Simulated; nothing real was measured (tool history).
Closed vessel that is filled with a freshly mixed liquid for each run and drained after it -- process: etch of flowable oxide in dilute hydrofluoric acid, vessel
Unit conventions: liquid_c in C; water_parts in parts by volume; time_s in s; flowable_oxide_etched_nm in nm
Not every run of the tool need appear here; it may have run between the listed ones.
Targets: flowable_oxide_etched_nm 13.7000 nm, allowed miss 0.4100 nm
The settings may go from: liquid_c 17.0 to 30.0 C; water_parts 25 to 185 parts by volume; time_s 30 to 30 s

run	hour	liquid_c	water_parts	time_s	flowable_oxide_etched_nm
1	0.0	22.0	105	30	6.2368
2	0.8	22.0	90	30	7.4403
3	8.1	22.0	90	30	7.4651
4	16.8	25.5	90	30	8.4504
5	23.1	25.5	90	30	8.6575
6	25.2	26.0	85	30	9.2736
7	29.0	30.0	55	30	17.4160
8	37.7	29.5	55	30	16.9920
9	46.1	29.0	55	30	16.8120

Exercise: of the 4 proposed moves below, exactly one satisfies all targets within the stated allowed misses. Which move is it?
A	54.5	29.5	45	30	?
B	54.5	28.5	60	30	?
C	54.5	28.5	65	30	?
D	54.5	27.0	70	30	?

move	flowable_oxide_etched_nm
A	21.2620
B	14.9900
C	13.7370
D	11.9400
A: its largest miss is bigger than the last run's
B: gains on the last run, yet a result remains outside its allowed miss
C: each result inside its tolerance
D: carries the result that was furthest off beyond its target, to the other side
The right move is C.
